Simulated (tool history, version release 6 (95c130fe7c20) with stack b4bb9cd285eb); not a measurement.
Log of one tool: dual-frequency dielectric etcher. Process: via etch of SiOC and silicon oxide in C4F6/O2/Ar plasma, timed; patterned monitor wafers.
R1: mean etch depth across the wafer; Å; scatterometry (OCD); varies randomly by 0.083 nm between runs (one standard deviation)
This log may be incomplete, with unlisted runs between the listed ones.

Run 1, hour 0: source power (kW) 0.31, bias power (kW) 0.131, etch time (s) 59. Result: R1 471.61 Å.
Run 2, hour 1: source power (kW) 0.28, bias power (kW) 0.128, etch time (s) 59. Result: R1 448.35 Å.
Run 3, hour 3.5: source power (kW) 0.28, bias power (kW) 0.119, etch time (s) 59. Result: R1 435.63 Å.
Run 4, hour 9: source power (kW) 0.27, bias power (kW) 0.118, etch time (s) 59. Result: R1 429 Å.
Run 5, hour 11.3: source power (kW) 0.31, bias power (kW) 0.118, etch time (s) 59. Result: R1 450.67 Å.
Run 6, hour 19.3: source power (kW) 0.35, bias power (kW) 0.118, etch time (s) 59. Result: R1 474.12 Å.
Run 7, hour 20.5: source power (kW) 0.32, bias power (kW) 0.115, etch time (s) 59. Result: R1 451.94 Å.

Predict the results of run 8:
Run 8, hour 27.6: source power (kW) 0.3, bias power (kW) 0.113, etch time (s) 59. Result: R1 ?.

R1: 437.53 Å
